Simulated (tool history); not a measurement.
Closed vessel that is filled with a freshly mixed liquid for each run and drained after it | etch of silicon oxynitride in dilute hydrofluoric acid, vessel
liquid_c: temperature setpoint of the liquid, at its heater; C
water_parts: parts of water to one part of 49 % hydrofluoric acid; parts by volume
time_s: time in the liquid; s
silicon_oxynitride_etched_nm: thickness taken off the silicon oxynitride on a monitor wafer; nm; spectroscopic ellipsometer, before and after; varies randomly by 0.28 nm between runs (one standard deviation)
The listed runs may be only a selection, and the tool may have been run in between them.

run	hour	liquid_c	water_parts	time_s	silicon_oxynitride_etched_nm
1	0	21	110	1530	36.358
2	5.5	22.5	110	1530	39.122
3	9.1	23.5	110	1530	41.241
4	12	24.5	110	1530	43.197
5	14	25	110	1530	44.376
6	16.1	25	110	1530	44.376

Forecast run 7:
7	20.5	25.5	110	1530	?

Logged for run 7: silicon_oxynitride_etched_nm 45.156 nm.
